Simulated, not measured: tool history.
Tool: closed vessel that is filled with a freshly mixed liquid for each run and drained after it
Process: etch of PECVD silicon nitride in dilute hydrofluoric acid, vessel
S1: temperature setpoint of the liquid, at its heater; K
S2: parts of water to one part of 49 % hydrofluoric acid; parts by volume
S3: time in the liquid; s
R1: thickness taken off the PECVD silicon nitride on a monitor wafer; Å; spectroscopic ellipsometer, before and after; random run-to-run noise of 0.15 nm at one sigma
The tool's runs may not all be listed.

run,hour,S1,S2,S3,R1
1,0.0,297.15,215,1835,264.06
2,5.4,297.15,165,1835,340.12
3,11.8,297.15,195,1835,286.27
4,18.2,300.65,195,1835,358.46
5,20.2,299.65,195,1835,334.56
6,25.1,299.65,195,1970,363.50
7,26.4,298.65,195,1970,343.60
8,35.9,297.65,195,1970,315.38
9,37.7,297.15,195,1970,309.44

Run 10 is up next; what results do you expect?
10,40.1,296.65,195,1970,?

R1: 296.98 Å
